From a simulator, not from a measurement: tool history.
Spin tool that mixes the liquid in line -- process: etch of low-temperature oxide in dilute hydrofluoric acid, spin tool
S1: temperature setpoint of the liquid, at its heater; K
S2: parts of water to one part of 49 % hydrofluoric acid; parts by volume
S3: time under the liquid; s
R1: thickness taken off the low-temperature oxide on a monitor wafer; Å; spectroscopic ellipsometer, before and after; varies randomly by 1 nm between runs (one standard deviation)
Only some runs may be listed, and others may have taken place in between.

{"run": 1, "hour": 0.0, "S1": 294.15, "S2": 215, "S3": 305, "R1": 230.6}
{"run": 2, "hour": 6.4, "S1": 294.15, "S2": 150, "S3": 305, "R1": 348.76}
{"run": 3, "hour": 15.1, "S1": 294.15, "S2": 115, "S3": 305, "R1": 478.25}
{"run": 4, "hour": 17.2, "S1": 294.15, "S2": 115, "S3": 305, "R1": 482.43}
{"run": 5, "hour": 21.7, "S1": 290.65, "S2": 115, "S3": 305, "R1": 422.34}
{"run": 6, "hour": 24.0, "S1": 292.15, "S2": 105, "S3": 310, "R1": 490.73}
{"run": 7, "hour": 28.6, "S1": 293.15, "S2": 95, "S3": 310, "R1": 579.45}
{"run": 8, "hour": 34.3, "S1": 294.15, "S2": 90, "S3": 310, "R1": 643.52}

Run 9 is up next; what results do you expect?
{"run": 9, "hour": 41.2, "S1": 298.15, "S2": 60, "S3": 310, "R1": "?"}

Run 9 came out at R1 1194.80 Å.

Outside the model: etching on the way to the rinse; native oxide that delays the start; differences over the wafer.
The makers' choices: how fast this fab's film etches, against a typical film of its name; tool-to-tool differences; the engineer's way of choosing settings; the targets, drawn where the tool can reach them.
